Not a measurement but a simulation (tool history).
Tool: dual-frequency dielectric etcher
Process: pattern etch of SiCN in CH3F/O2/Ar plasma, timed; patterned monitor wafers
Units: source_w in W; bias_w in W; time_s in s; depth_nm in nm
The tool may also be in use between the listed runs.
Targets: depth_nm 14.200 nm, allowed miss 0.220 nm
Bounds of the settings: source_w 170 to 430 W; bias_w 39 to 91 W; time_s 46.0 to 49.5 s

| run | hour | source_w | bias_w | time_s | depth_nm |
|---|---|---|---|---|---|
| 1 | 0.0 | 300 | 65 | 49.5 | 16.135 |
| 2 | 3.5 | 300 | 65 | 49.5 | 16.112 |
| 3 | 11.3 | 290 | 65 | 49.5 | 15.955 |
| 4 | 12.1 | 350 | 65 | 49.5 | 17.113 |
| 5 | 18.7 | 370 | 65 | 49.5 | 17.407 |
| 6 | 19.3 | 350 | 65 | 49.5 | 17.086 |
| 7 | 21.4 | 340 | 65 | 49.5 | 16.875 |
| 8 | 27.4 | 330 | 65 | 49.5 | 16.667 |
| 9 | 28.1 | 320 | 65 | 49.5 | 16.589 |
| 10 | 29.9 | 310 | 65 | 49.5 | 16.354 |
| 11 | 38.8 | 300 | 65 | 49.5 | 16.090 |
| 12 | 43.5 | 290 | 65 | 49.5 | 15.920 |
| 13 | 49.9 | 290 | 65 | 49.5 | 15.956 |
| 14 | 56.8 | 280 | 65 | 49.5 | 15.731 |

Which of these 5 next moves meets every target?
| A | 63.7 | 270 | 67 | 46.5 | ? |
| B | 63.7 | 240 | 79 | 46.0 | ? |
| C | 63.7 | 310 | 65 | 49.0 | ? |
| D | 63.7 | 250 | 58 | 47.5 | ? |
| E | 63.7 | 290 | 56 | 47.0 | ? |

| move | depth_nm |
|---|---|
| A | 14.789 |
| B | 15.080 |
| C | 16.188 |
| D | 13.768 |
| E | 14.182 |
A: nearer than the last run, and not there yet
B: nearer than the last run, and not there yet
C: further off than the last run
D: takes the result that was furthest off past its target
E: meets every target
The right move is E.

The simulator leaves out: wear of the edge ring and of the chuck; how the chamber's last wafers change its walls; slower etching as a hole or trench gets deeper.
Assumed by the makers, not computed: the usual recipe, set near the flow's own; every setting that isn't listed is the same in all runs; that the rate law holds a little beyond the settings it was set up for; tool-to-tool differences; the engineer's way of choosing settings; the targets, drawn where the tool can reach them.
